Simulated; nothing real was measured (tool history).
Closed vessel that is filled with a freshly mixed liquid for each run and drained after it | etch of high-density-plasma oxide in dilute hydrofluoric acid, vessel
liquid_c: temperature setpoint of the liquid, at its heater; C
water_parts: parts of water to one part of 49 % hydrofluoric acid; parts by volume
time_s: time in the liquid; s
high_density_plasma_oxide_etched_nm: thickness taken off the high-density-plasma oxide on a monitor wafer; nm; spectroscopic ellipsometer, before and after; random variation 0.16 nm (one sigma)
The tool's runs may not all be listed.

run    day  liquid_c  water_parts  time_s  high_density_plasma_oxide_etched_nm
  1  0.000      24.0          180     685                               20.198
  2  0.167      25.0          170     685                               22.405
  3  0.550      25.0          120     685                               33.620
  4  0.842      25.0          120     685                               33.560
  5  1.229      25.0          120     685                               33.677
     1.392  -- thermometer replaced
  6  1.392      26.0          115     685                               40.555

The next listed run, before its measurement:
  7  1.696      26.5          115     685                                    ?

{"run 7": {"high_density_plasma_oxide_etched_nm": 41.199}}
